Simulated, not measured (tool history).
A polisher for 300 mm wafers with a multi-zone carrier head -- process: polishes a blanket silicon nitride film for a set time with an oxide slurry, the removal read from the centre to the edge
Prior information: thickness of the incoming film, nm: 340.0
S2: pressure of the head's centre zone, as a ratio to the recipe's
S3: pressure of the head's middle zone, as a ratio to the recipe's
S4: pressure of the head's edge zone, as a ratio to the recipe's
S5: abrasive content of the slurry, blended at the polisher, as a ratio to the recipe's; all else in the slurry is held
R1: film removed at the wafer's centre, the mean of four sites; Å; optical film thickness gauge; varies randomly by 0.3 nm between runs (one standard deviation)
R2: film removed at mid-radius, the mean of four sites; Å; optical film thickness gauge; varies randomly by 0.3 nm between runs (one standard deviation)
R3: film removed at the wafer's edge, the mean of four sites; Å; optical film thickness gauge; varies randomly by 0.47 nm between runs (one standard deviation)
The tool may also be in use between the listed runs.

run 1 hour=0 | flow_of_slurry_(ml/min)=185 S2=1 S3=1 S4=1 S5=1 polishing_time_(s)=49 | R1=282.2 R2=276.83 R3=272.18
run 2 hour=2.8 | flow_of_slurry_(ml/min)=190 S2=1 S3=1.02 S4=1.03 S5=1.05 polishing_time_(s)=49 | R1=286.34 R2=284.93 R3=284.27
run 3 hour=6.3 | flow_of_slurry_(ml/min)=190 S2=1 S3=1.02 S4=1.03 S5=1.05 polishing_time_(s)=55 | R1=321.79 R2=327.54 R3=315.04
run 4 hour=11.3 | flow_of_slurry_(ml/min)=200 S2=1 S3=1.03 S4=1.05 S5=1.05 polishing_time_(s)=55 | R1=324.19 R2=325.05 R3=322.56
run 5 hour=12.1 | flow_of_slurry_(ml/min)=205 S2=1 S3=1.05 S4=1.06 S5=1.05 polishing_time_(s)=55 | R1=328.24 R2=330.29 R3=321.72
run 6 hour=17.4 | flow_of_slurry_(ml/min)=210 S2=0.99 S3=1.06 S4=1.08 S5=1.1 polishing_time_(s)=55 | R1=332.25 R2=341.78 R3=330.29
run 7 hour=24.4 | flow_of_slurry_(ml/min)=210 S2=0.98 S3=1.06 S4=1.1 S5=1.1 polishing_time_(s)=55 | R1=323.03 R2=340.57 R3=333.65
run 8 hour=32.4 | flow_of_slurry_(ml/min)=215 S2=0.98 S3=1.06 S4=1.11 S5=1.1 polishing_time_(s)=55 | R1=326.6 R2=342.19 R3=337.03
run 9 hour=39.5 | flow_of_slurry_(ml/min)=220 S2=0.98 S3=1.06 S4=1.12 S5=1.1 polishing_time_(s)=55 | R1=326.83 R2=342.22 R3=335.36
run 10 hour=46.8 | flow_of_slurry_(ml/min)=220 S2=0.98 S3=1.06 S4=1.13 S5=1.1 polishing_time_(s)=55 | R1=330.14 R2=344.95 R3=338.48
run 11 hour=55.2 | flow_of_slurry_(ml/min)=220 S2=0.98 S3=1.06 S4=1.14 S5=1.1 polishing_time_(s)=55 | R1=327.04 R2=342.65 R3=340.13
run 12 hour=63.6 | flow_of_slurry_(ml/min)=225 S2=0.98 S3=1.06 S4=1.15 S5=1.1 polishing_time_(s)=55 | R1=329.01 R2=342.78 R3=341.85
run 13 hour=68.3 | flow_of_slurry_(ml/min)=225 S2=0.98 S3=1.06 S4=1.15 S5=1.1 polishing_time_(s)=55 | R1=328.12 R2=345.9 R3=338.04

The next listed run, before its measurement:
run 14 hour=69.7 | flow_of_slurry_(ml/min)=225 S2=0.97 S3=1.06 S4=1.16 S5=1.15 polishing_time_(s)=55 | R1=? R2=? R3=?

{"run 14": {"R1": 330.3, "R2": 351.79, "R3": 346.64}}

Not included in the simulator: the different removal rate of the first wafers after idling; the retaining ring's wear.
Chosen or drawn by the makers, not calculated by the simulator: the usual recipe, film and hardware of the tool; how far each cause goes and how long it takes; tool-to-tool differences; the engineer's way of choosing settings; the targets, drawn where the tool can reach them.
